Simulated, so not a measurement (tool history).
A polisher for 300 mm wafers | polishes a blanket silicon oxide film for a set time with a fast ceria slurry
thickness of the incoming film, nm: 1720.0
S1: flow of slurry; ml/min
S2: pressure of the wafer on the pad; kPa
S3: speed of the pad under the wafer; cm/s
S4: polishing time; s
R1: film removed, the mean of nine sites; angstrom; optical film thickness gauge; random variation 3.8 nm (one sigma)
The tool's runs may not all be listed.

| run | hour | S1 | S2 | S3 | S4 | R1 |
|---|---|---|---|---|---|---|
| 1 | 0.0 | 155 | 22.8 | 122 | 35 | 7044.8 |
| 2 | 5.7 | 155 | 22.8 | 102 | 35 | 5927.9 |
| 3 | 11.8 | 155 | 26.9 | 102 | 35 | 6917.4 |
| 4 | 18.5 | 125 | 26.9 | 102 | 35 | 6657.6 |
| 5 | 20.3 | 125 | 26.9 | 102 | 35 | 6689.1 |
| 6 | 24.8 | 125 | 31.0 | 102 | 35 | 7582.8 |

Forecast run 7:
| 7 | 27.0 | 125 | 29.0 | 102 | 35 | ? |

R1: 7031.7 angstrom
